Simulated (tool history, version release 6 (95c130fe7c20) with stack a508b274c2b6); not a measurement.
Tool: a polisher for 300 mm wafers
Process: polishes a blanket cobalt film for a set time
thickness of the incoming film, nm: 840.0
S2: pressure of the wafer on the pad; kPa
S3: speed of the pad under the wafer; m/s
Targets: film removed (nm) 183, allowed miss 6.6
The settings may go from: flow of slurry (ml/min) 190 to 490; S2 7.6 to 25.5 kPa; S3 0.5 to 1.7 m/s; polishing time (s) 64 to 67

Run 1, hour 0: flow of slurry (ml/min) 315, S2 16.5 kPa, S3 1.1 m/s, polishing time (s) 64. Result: film removed (nm) 452.21.
Run 2, hour 3.6: flow of slurry (ml/min) 315, S2 16.5 kPa, S3 1.34 m/s, polishing time (s) 64. Result: film removed (nm) 530.11.
Run 3, hour 5.2: flow of slurry (ml/min) 315, S2 16.5 kPa, S3 1.34 m/s, polishing time (s) 64. Result: film removed (nm) 539.43.
Run 4, hour 11.8: flow of slurry (ml/min) 310, S2 13.8 kPa, S3 1.14 m/s, polishing time (s) 64. Result: film removed (nm) 388.5.
Run 5, hour 16.1: flow of slurry (ml/min) 305, S2 11.7 kPa, S3 1 m/s, polishing time (s) 64. Result: film removed (nm) 294.42.
Run 6, hour 23.6: flow of slurry (ml/min) 305, S2 13.1 kPa, S3 1 m/s, polishing time (s) 64. Result: film removed (nm) 325.67.
Run 7, hour 28.7: flow of slurry (ml/min) 300, S2 11.7 kPa, S3 0.92 m/s, polishing time (s) 64. Result: film removed (nm) 269.45.
Run 8, hour 36.1: flow of slurry (ml/min) 295, S2 10.3 kPa, S3 0.9 m/s, polishing time (s) 64. Result: film removed (nm) 239.35.
Run 9, hour 38.2: flow of slurry (ml/min) 295, S2 10.3 kPa, S3 0.9 m/s, polishing time (s) 64. Result: film removed (nm) 238.25.
Run 10, hour 42.4: flow of slurry (ml/min) 285, S2 9.7 kPa, S3 0.88 m/s, polishing time (s) 64. Result: film removed (nm) 216.42.
Run 11, hour 51.3: flow of slurry (ml/min) 265, S2 9.7 kPa, S3 0.88 m/s, polishing time (s) 64. Result: film removed (nm) 212.63.
Run 12, hour 58.6: flow of slurry (ml/min) 250, S2 9.7 kPa, S3 0.88 m/s, polishing time (s) 64. Result: film removed (nm) 211.64.
Run 13, hour 59.9: flow of slurry (ml/min) 240, S2 9 kPa, S3 0.88 m/s, polishing time (s) 64. Result: film removed (nm) 194.44.
Run 14, hour 64: flow of slurry (ml/min) 230, S2 9 kPa, S3 0.88 m/s, polishing time (s) 64. Result: film removed (nm) 197.24.

4 next moves are on the table. One of them brings every result within its allowed miss. Which?
Run A, hour 68.1: flow of slurry (ml/min) 330, S2 10.3 kPa, S3 0.78 m/s, polishing time (s) 64. Result: film removed (nm) ?.
Run B, hour 68.1: flow of slurry (ml/min) 245, S2 9.7 kPa, S3 0.76 m/s, polishing time (s) 64. Result: film removed (nm) ?.
Run C, hour 68.1: flow of slurry (ml/min) 225, S2 9 kPa, S3 0.98 m/s, polishing time (s) 66. Result: film removed (nm) ?.
Run D, hour 68.1: flow of slurry (ml/min) 235, S2 11 kPa, S3 0.78 m/s, polishing time (s) 64. Result: film removed (nm) ?.

move  film removed (nm)
   A             211.05
   B             187.01
   C             223.45
   D             216.16
A: further off than the last run
B: meets every target
C: further off than the last run
D: further off than the last run
Answer: B
